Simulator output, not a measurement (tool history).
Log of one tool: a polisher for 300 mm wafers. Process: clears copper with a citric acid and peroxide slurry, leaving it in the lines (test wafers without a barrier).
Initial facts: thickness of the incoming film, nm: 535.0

run,hour,flow of slurry (ml/min),pressure of the wafer on the pad (psi),speed of the pad under the wafer (cm/s),abrasive content of the slurry,overpolish time after the end point (s),time until the end point was called (s),dishing of a wide line in a test structure (Å)
1,0,235,3.4,132,1,24,129.99,578.99
2,2.9,235,3.4,132,1,20,133.59,480.8
3,10.9,235,3.4,132,1,27,130.59,647.58
4,11.8,235,3.9,132,1,27,118.62,740.24
5,17.5,235,3.9,132,1,35,118.23,831.7
6,24.2,235,3.9,132,0.8,35,124.46,811.59
7,28.7,235,3.9,132,0.8,35,124.76,830.69
8,34,240,4.9,136,0.8,24,102.39,766.02
9,35.5,240,4.7,148,0.75,21,97.261,682.99
10,43.4,240,4.6,154,0.7,18,95.169,579.05
11,48.4,240,4.6,156,0.65,16,93.912,538.79
12,53.9,240,4.6,158,0.65,15,94.843,543.26
13,55.4,240,4.6,158,0.65,15,94.221,541.51
14,60.9,240,4.6,160,0.65,13,95.912,492.36

Expected results for the next run?
15,69.2,245,4.9,162,0.65,7,?,?

time until the end point was called (s): 88.45
dishing of a wide line in a test structure (Å): 286.66
